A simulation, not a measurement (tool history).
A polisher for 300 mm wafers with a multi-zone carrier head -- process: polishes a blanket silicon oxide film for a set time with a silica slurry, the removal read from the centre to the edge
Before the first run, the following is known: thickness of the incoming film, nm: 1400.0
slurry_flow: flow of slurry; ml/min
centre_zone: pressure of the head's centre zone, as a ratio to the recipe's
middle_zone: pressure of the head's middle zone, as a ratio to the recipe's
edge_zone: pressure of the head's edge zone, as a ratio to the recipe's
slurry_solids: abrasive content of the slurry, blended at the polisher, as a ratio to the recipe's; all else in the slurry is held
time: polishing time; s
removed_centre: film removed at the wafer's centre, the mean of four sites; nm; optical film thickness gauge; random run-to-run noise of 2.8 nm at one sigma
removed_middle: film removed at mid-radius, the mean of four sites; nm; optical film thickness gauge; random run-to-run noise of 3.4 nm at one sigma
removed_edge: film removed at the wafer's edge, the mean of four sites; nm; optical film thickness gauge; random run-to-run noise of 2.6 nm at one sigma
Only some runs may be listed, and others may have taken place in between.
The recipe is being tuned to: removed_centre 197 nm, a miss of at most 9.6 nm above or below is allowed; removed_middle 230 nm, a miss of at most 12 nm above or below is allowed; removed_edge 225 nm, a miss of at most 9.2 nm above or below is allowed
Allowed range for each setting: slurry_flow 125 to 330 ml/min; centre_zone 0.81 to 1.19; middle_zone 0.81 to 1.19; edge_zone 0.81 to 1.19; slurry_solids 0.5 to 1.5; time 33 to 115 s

{"run": 1, "hour": 0.0, "slurry_flow": 210, "centre_zone": 1, "middle_zone": 1, "edge_zone": 1, "slurry_solids": 1, "time": 73, "removed_centre": 292.72, "removed_middle": 284.46, "removed_edge": 277.91}
{"run": 2, "hour": 4.3, "slurry_flow": 210, "centre_zone": 1, "middle_zone": 1, "edge_zone": 1, "slurry_solids": 0.8, "time": 73, "removed_centre": 268.72, "removed_middle": 268.71, "removed_edge": 261.02}
{"run": 3, "hour": 5.6, "slurry_flow": 210, "centre_zone": 1, "middle_zone": 1, "edge_zone": 1, "slurry_solids": 0.8, "time": 92, "removed_centre": 341.78, "removed_middle": 337.82, "removed_edge": 330.39}
{"run": 4, "hour": 13.5, "slurry_flow": 200, "centre_zone": 0.95, "middle_zone": 0.99, "edge_zone": 0.98, "slurry_solids": 0.7, "time": 86, "removed_centre": 282.4, "removed_middle": 295.58, "removed_edge": 288.33}
{"run": 5, "hour": 20.4, "slurry_flow": 200, "centre_zone": 0.95, "middle_zone": 0.99, "edge_zone": 0.98, "slurry_solids": 0.55, "time": 86, "removed_centre": 259.9, "removed_middle": 272.98, "removed_edge": 263.86}
{"run": 6, "hour": 21.3, "slurry_flow": 195, "centre_zone": 0.91, "middle_zone": 0.98, "edge_zone": 0.96, "slurry_solids": 0.55, "time": 83, "removed_centre": 239.16, "removed_middle": 259.78, "removed_edge": 249.43}
{"run": 7, "hour": 27.8, "slurry_flow": 170, "centre_zone": 0.81, "middle_zone": 0.94, "edge_zone": 0.95, "slurry_solids": 0.5, "time": 78, "removed_centre": 185.71, "removed_middle": 223.55, "removed_edge": 224.56}
{"run": 8, "hour": 34.5, "slurry_flow": 170, "centre_zone": 0.81, "middle_zone": 0.94, "edge_zone": 0.95, "slurry_solids": 0.5, "time": 78, "removed_centre": 185.79, "removed_middle": 223.54, "removed_edge": 221.38}

Which single option among these 4 for the next run brings every result within its allowed miss of target? Just one does.
{"run": "A", "hour": 41.2, "slurry_flow": 185, "centre_zone": 0.85, "middle_zone": 0.82, "edge_zone": 0.92, "slurry_solids": 0.65, "time": 70, "removed_centre": "?", "removed_middle": "?", "removed_edge": "?"}
{"run": "B", "hour": 41.2, "slurry_flow": 130, "centre_zone": 0.81, "middle_zone": 1, "edge_zone": 0.95, "slurry_solids": 0.5, "time": 81, "removed_centre": "?", "removed_middle": "?", "removed_edge": "?"}
{"run": "C", "hour": 41.2, "slurry_flow": 180, "centre_zone": 0.81, "middle_zone": 0.81, "edge_zone": 0.86, "slurry_solids": 0.6, "time": 76, "removed_centre": "?", "removed_middle": "?", "removed_edge": "?"}
{"run": "D", "hour": 41.2, "slurry_flow": 205, "centre_zone": 0.85, "middle_zone": 0.98, "edge_zone": 0.96, "slurry_solids": 0.65, "time": 69, "removed_centre": "?", "removed_middle": "?", "removed_edge": "?"}

move=A removed_centre=197.91 removed_middle=197.4 removed_edge=218.57
move=B removed_centre=184.43 removed_middle=226.35 removed_edge=221.55
move=C removed_centre=197.6 removed_middle=205.21 removed_edge=223.07
move=D removed_centre=198.5 removed_middle=226.18 removed_edge=221.41
A: corrects the largest miss of the last run, while another result sits out of spec
B: its largest miss is bigger than the last run's
C: corrects the largest miss of the last run, while another result sits out of spec
D: every result within its allowed miss
D meets every target.

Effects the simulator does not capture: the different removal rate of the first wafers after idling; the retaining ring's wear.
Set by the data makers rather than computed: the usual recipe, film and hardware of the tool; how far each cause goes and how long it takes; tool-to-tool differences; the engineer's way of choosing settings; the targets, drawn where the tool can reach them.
